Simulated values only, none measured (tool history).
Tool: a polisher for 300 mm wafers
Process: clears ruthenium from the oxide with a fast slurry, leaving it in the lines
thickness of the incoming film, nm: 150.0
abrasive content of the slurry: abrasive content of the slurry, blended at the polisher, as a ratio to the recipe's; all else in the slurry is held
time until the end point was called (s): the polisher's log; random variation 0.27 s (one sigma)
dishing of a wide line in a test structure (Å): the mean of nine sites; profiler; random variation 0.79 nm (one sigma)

| run | hour | flow of slurry (ml/min) | pressure of the wafer on the pad (psi) | speed of the pad under the wafer (cm/s) | abrasive content of the slurry | overpolish time after the end point (s) | time until the end point was called (s) | dishing of a wide line in a test structure (Å) |
|---|---|---|---|---|---|---|---|---|
| 1 | 0.0 | 230 | 1.7 | 92 | 1.0 | 20 | 65.255 | 318.80 |
| 2 | 8.9 | 230 | 1.8 | 94 | 1.0 | 20 | 60.827 | 342.96 |
| 3 | 15.2 | 230 | 1.8 | 84 | 1.0 | 20 | 67.183 | 322.74 |
| 4 | 17.6 | 230 | 1.9 | 86 | 1.0 | 20 | 63.030 | 346.14 |
| 5 | 22.6 | 230 | 2.0 | 88 | 1.0 | 19 | 58.776 | 336.59 |
| 6 | 29.9 | 230 | 2.0 | 102 | 1.0 | 19 | 51.006 | 372.32 |
| 7 | 34.1 | 230 | 2.1 | 104 | 1.0 | 19 | 47.157 | 394.17 |
| 8 | 37.4 | 250 | 2.6 | 112 | 1.0 | 19 | 35.605 | 469.86 |
| 9 | 38.3 | 250 | 2.6 | 114 | 1.0 | 19 | 34.906 | 460.24 |
| 10 | 40.5 | 250 | 2.6 | 116 | 1.0 | 19 | 34.351 | 475.73 |

The next listed run, before its measurement:
| 11 | 43.6 | 250 | 2.6 | 120 | 1.0 | 20 | ? | ? |

Run 11 gave time until the end point was called (s) 32.890, dishing of a wide line in a test structure (Å) 501.54.
